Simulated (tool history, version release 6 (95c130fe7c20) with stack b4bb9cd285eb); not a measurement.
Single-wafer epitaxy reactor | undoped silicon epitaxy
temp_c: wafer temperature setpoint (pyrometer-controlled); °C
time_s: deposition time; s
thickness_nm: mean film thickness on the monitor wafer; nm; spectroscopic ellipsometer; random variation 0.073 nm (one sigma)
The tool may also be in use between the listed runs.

run    day  temp_c  time_s  thickness_nm
  1  0.000     635     202        24.356
  2  0.271     633     202        23.331
  3  0.438     633     231        26.795
  4  0.696     633     216        25.003
  5  0.850     639     216        28.220
  6  0.888     639     199        25.913
  7  1.033     636     199        24.411
  8  1.279     633     199        23.154
  9  1.396     631     199        22.216
 10  1.625     630     199        21.753
 11  1.779     630     199        21.521

Run 12 comes next. What will it give?
 12  1.900     630     199             ?

{"run 12": {"thickness_nm": 21.62}}

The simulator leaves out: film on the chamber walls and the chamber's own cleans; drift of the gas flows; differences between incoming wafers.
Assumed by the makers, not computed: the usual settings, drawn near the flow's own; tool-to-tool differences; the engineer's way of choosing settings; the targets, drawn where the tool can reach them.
